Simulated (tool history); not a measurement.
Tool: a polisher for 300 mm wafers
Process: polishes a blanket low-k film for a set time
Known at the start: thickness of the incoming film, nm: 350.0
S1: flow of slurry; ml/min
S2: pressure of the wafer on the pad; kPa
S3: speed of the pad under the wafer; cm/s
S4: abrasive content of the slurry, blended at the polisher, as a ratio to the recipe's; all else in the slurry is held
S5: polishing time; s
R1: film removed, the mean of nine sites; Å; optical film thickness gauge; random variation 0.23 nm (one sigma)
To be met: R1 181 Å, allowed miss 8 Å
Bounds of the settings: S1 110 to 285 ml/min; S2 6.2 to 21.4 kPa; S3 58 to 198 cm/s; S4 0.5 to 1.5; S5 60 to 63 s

run 1 hour=0 | S1=180 S2=13.8 S3=128 S4=1 S5=60 | R1=260.54
run 2 hour=1.3 | S1=180 S2=13.8 S3=128 S4=1 S5=63 | R1=271.37
run 3 hour=9.3 | S1=180 S2=13.8 S3=146 S4=1 S5=63 | R1=302.69
run 4 hour=12.2 | S1=180 S2=15.9 S3=146 S4=1 S5=63 | R1=326.37
run 5 hour=19.7 | S1=180 S2=15.9 S3=146 S4=1 S5=63 | R1=335.76
run 6 hour=22.4 | S1=180 S2=15.9 S3=146 S4=1 S5=60 | R1=312.13
run 7 hour=24.9 | S1=180 S2=14.5 S3=144 S4=1 S5=60 | R1=290.89
run 8 hour=30.6 | S1=175 S2=10.3 S3=134 S4=1 S5=60 | R1=227.68
run 9 hour=37.6 | S1=175 S2=9.7 S3=132 S4=1 S5=60 | R1=215.76
run 10 hour=39.7 | S1=175 S2=9 S3=132 S4=1 S5=60 | R1=205.2

Which of these 4 next moves meets every target?
run A hour=41.8 | S1=140 S2=7.6 S3=142 S4=0.95 S5=60 | R1=?
run B hour=41.8 | S1=135 S2=9.7 S3=156 S4=0.95 S5=62 | R1=?
run C hour=41.8 | S1=190 S2=7.6 S3=152 S4=0.95 S5=63 | R1=?
run D hour=41.8 | S1=185 S2=10.3 S3=114 S4=1 S5=60 | R1=?

move=A R1=184.53
move=B R1=232.29
move=C R1=209.66
move=D R1=204.48
A: meets every target
B: further off than the last run
C: further off than the last run
D: as far off as the last run
The right move is A.

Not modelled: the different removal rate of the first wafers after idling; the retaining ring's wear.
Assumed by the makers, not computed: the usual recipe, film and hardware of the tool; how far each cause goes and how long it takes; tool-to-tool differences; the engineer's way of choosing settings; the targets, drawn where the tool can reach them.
